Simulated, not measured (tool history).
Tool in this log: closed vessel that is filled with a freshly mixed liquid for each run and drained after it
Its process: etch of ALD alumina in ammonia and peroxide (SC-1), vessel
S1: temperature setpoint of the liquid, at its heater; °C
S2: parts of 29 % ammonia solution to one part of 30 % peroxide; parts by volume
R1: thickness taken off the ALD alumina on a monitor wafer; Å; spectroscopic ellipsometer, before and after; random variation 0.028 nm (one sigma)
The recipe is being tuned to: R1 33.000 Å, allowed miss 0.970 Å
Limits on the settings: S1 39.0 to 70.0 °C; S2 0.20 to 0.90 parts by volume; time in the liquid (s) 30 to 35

Run 1, hour 0.0: S1 55.0 °C, S2 0.50 parts by volume, time in the liquid (s) 35. Result: R1 25.082 Å.
Run 2, hour 7.3: S1 56.0 °C, S2 0.50 parts by volume, time in the liquid (s) 35. Result: R1 26.551 Å.
Run 3, hour 10.3: S1 50.5 °C, S2 0.50 parts by volume, time in the liquid (s) 35. Result: R1 19.701 Å.
Run 4, hour 16.7: S1 44.0 °C, S2 0.50 parts by volume, time in the liquid (s) 35. Result: R1 13.771 Å.
Run 5, hour 25.5: S1 44.0 °C, S2 0.35 parts by volume, time in the liquid (s) 35. Result: R1 13.208 Å.
Run 6, hour 27.9: S1 44.0 °C, S2 0.35 parts by volume, time in the liquid (s) 30. Result: R1 11.337 Å.
Run 7, hour 36.5: S1 48.0 °C, S2 0.35 parts by volume, time in the liquid (s) 30. Result: R1 14.129 Å.
Run 8, hour 42.0: S1 51.5 °C, S2 0.35 parts by volume, time in the liquid (s) 30. Result: R1 17.318 Å.
Run 9, hour 49.2: S1 54.0 °C, S2 0.35 parts by volume, time in the liquid (s) 30. Result: R1 19.627 Å.
Run 10, hour 54.3: S1 56.0 °C, S2 0.35 parts by volume, time in the liquid (s) 30. Result: R1 21.851 Å.
Run 11, hour 60.0: S1 57.5 °C, S2 0.35 parts by volume, time in the liquid (s) 30. Result: R1 23.891 Å.
Run 12, hour 63.2: S1 58.5 °C, S2 0.35 parts by volume, time in the liquid (s) 30. Result: R1 24.805 Å.
Run 13, hour 68.0: S1 65.0 °C, S2 0.35 parts by volume, time in the liquid (s) 30. Result: R1 34.552 Å.

Pick the move, out of 5, that brings all results within their allowed miss; only one does.
Run A, hour 72.8: S1 65.5 °C, S2 0.30 parts by volume, time in the liquid (s) 30. Result: R1 ?.
Run B, hour 72.8: S1 63.0 °C, S2 0.50 parts by volume, time in the liquid (s) 35. Result: R1 ?.
Run C, hour 72.8: S1 63.0 °C, S2 0.25 parts by volume, time in the liquid (s) 35. Result: R1 ?.
Run D, hour 72.8: S1 64.5 °C, S2 0.30 parts by volume, time in the liquid (s) 30. Result: R1 ?.
Run E, hour 72.8: S1 65.0 °C, S2 0.40 parts by volume, time in the liquid (s) 30. Result: R1 ?.

move      R1
   A  34.692
   B  37.493
   C  35.113
   D  33.011
   E  34.775
A: the biggest miss grows against the last run
B: the biggest miss grows against the last run
C: the biggest miss grows against the last run
D: all results in spec
E: the biggest miss grows against the last run
The move that meets every target is D.

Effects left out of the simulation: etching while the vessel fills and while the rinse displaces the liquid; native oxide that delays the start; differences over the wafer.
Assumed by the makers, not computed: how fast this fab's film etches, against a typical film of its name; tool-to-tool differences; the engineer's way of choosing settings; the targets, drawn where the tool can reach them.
